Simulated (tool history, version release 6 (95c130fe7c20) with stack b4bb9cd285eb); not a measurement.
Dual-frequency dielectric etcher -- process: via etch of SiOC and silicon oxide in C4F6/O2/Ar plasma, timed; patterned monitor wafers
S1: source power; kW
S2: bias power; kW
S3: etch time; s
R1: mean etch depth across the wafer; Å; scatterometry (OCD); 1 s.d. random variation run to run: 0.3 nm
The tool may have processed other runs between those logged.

{"run": 1, "hour": 0.0, "S1": 0.44, "S2": 0.198, "S3": 88.0, "R1": 1186.4}
{"run": 2, "hour": 8.6, "S1": 0.51, "S2": 0.198, "S3": 88.0, "R1": 1252.4}
{"run": 3, "hour": 11.4, "S1": 0.56, "S2": 0.198, "S3": 88.0, "R1": 1308.4}
{"run": 4, "hour": 17.9, "S1": 0.56, "S2": 0.198, "S3": 88.0, "R1": 1304.1}
{"run": 5, "hour": 22.8, "S1": 0.51, "S2": 0.196, "S3": 88.0, "R1": 1247.8}
{"hour": 30.9, "done": "bias power generator calibrated"}
{"run": 6, "hour": 30.9, "S1": 0.47, "S2": 0.194, "S3": 88.0, "R1": 1222.4}
{"run": 7, "hour": 39.4, "S1": 0.43, "S2": 0.188, "S3": 88.0, "R1": 1162.7}
{"run": 8, "hour": 47.0, "S1": 0.4, "S2": 0.187, "S3": 88.0, "R1": 1129.5}

Estimate the outcome of run 9 from the log above:
{"run": 9, "hour": 53.4, "S1": 0.31, "S2": 0.183, "S3": 88.0, "R1": "?"}

For run 9 the tool returned R1 1005.4 Å.
